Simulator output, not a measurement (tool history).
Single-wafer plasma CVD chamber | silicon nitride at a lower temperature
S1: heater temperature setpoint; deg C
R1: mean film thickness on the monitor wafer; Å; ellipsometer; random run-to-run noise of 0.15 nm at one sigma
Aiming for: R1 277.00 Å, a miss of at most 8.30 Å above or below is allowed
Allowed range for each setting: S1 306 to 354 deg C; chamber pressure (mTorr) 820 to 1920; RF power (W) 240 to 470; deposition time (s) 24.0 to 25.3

run 1 day=0.000 | S1=330 chamber_pressure_(mTorr)=1370 RF_power_(W)=355 deposition_time_(s)=25.3 | R1=314.35
run 2 day=0.279 | S1=330 chamber_pressure_(mTorr)=1370 RF_power_(W)=335 deposition_time_(s)=25.3 | R1=299.86
run 3 day=0.333 | S1=330 chamber_pressure_(mTorr)=1290 RF_power_(W)=335 deposition_time_(s)=25.3 | R1=292.71
run 4 day=0.388 | S1=330 chamber_pressure_(mTorr)=1260 RF_power_(W)=335 deposition_time_(s)=25.3 | R1=292.13
run 5 day=0.525 | S1=330 chamber_pressure_(mTorr)=1260 RF_power_(W)=370 deposition_time_(s)=25.3 | R1=320.89
run 6 day=0.783 | S1=330 chamber_pressure_(mTorr)=1120 RF_power_(W)=370 deposition_time_(s)=25.3 | R1=306.81
run 7 day=1.104 | S1=330 chamber_pressure_(mTorr)=1080 RF_power_(W)=365 deposition_time_(s)=25.3 | R1=298.52
run 8 day=1.271 | S1=330 chamber_pressure_(mTorr)=1040 RF_power_(W)=365 deposition_time_(s)=25.3 | R1=295.24
run 9 day=1.425 | S1=330 chamber_pressure_(mTorr)=1010 RF_power_(W)=365 deposition_time_(s)=25.3 | R1=293.78
run 10 day=1.600 | S1=330 chamber_pressure_(mTorr)=980 RF_power_(W)=365 deposition_time_(s)=25.3 | R1=290.84
run 11 day=1.671 | S1=330 chamber_pressure_(mTorr)=960 RF_power_(W)=365 deposition_time_(s)=25.3 | R1=287.67
run 12 day=2.042 | S1=330 chamber_pressure_(mTorr)=940 RF_power_(W)=365 deposition_time_(s)=25.3 | R1=286.93
run 13 day=2.154 | S1=330 chamber_pressure_(mTorr)=940 RF_power_(W)=365 deposition_time_(s)=25.3 | R1=285.37
run 14 day=2.454 | S1=330 chamber_pressure_(mTorr)=930 RF_power_(W)=365 deposition_time_(s)=25.3 | R1=285.26

Exercise: of the 4 proposed moves below, exactly one satisfies all targets within the stated allowed misses. Which move is it?
run A day=2.754 | S1=334 chamber_pressure_(mTorr)=890 RF_power_(W)=400 deposition_time_(s)=25.3 | R1=?
run B day=2.754 | S1=337 chamber_pressure_(mTorr)=970 RF_power_(W)=370 deposition_time_(s)=24.0 | R1=?
run C day=2.754 | S1=329 chamber_pressure_(mTorr)=980 RF_power_(W)=380 deposition_time_(s)=25.3 | R1=?
run D day=2.754 | S1=327 chamber_pressure_(mTorr)=1180 RF_power_(W)=370 deposition_time_(s)=24.0 | R1=?

move=A R1=302.15
move=B R1=277.84
move=C R1=301.03
move=D R1=296.80
A: lands further from the targets than the last run did
B: every result lands within tolerance
C: lands further from the targets than the last run did
D: lands further from the targets than the last run did
The right move is B.

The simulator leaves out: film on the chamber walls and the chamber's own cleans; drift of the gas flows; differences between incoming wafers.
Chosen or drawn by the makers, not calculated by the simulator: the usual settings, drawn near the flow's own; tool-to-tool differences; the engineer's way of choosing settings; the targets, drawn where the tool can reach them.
